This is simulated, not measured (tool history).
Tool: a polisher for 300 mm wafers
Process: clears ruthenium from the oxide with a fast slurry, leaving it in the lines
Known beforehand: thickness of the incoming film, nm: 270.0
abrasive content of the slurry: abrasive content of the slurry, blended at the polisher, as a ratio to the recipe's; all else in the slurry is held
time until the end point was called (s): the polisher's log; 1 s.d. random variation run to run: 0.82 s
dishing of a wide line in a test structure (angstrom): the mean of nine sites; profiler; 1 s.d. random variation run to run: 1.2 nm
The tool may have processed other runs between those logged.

run	hour	flow of slurry (ml/min)	pressure of the wafer on the pad (kPa)	speed of the pad under the wafer (cm/s)	abrasive content of the slurry	overpolish time after the end point (s)	time until the end point was called (s)	dishing of a wide line in a test structure (angstrom)
1	0	175	18.6	92	1	19	73.073	522.97
2	3.1	175	18.6	92	1	14	71.324	400.93
3	4.2	175	18.6	78	1	14	84.348	355.36
4	6.4	170	20	78	1	18	80.356	467.76
5	8.3	170	23.4	78	1	18	67.72	525.92
6	15.3	165	23.4	78	1	21	69.682	601.84
7	22.7	165	24.1	78	1	23	66.444	673.8

Predict the results of run 8:
8	23.6	165	24.1	78	1	25	?	?

{"run 8": {"time until the end point was called (s)": 66.307, "dishing of a wide line in a test structure (angstrom)": 691.44}}
